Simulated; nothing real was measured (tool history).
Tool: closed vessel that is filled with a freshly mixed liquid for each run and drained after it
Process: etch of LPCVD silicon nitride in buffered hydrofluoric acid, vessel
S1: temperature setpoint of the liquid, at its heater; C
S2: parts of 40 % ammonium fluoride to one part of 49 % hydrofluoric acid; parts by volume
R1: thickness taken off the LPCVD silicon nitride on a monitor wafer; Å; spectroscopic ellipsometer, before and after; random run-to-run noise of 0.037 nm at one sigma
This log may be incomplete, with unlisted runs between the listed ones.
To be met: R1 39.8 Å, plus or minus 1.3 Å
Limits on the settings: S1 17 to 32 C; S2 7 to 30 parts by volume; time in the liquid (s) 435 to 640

run 1 hour=0 | S1=24 S2=19 time_in_the_liquid_(s)=640 | R1=47.927
run 2 hour=8.4 | S1=23 S2=19 time_in_the_liquid_(s)=640 | R1=45.223
run 3 hour=10 | S1=23 S2=19 time_in_the_liquid_(s)=435 | R1=30.498
run 4 hour=11.7 | S1=23.5 S2=19 time_in_the_liquid_(s)=435 | R1=30.989
run 5 hour=13.3 | S1=23.5 S2=15.5 time_in_the_liquid_(s)=435 | R1=38.584
run 6 hour=22.3 | S1=23.5 S2=13.5 time_in_the_liquid_(s)=435 | R1=43.298
run 7 hour=26.8 | S1=23 S2=13.5 time_in_the_liquid_(s)=435 | R1=42.431
run 8 hour=34.6 | S1=22.5 S2=13.5 time_in_the_liquid_(s)=435 | R1=41.459

Which of these 4 next moves meets every target?
run A hour=42.4 | S1=22.5 S2=17 time_in_the_liquid_(s)=595 | R1=?
run B hour=42.4 | S1=21.5 S2=13 time_in_the_liquid_(s)=470 | R1=?
run C hour=42.4 | S1=20.5 S2=12.5 time_in_the_liquid_(s)=435 | R1=?
run D hour=42.4 | S1=21.5 S2=15.5 time_in_the_liquid_(s)=545 | R1=?

move=A R1=45.278
move=B R1=44.05
move=C R1=40.073
move=D R1=42.976
A: the biggest miss grows against the last run
B: the biggest miss grows against the last run
C: meets every target
D: the biggest miss grows against the last run
The right move is C.
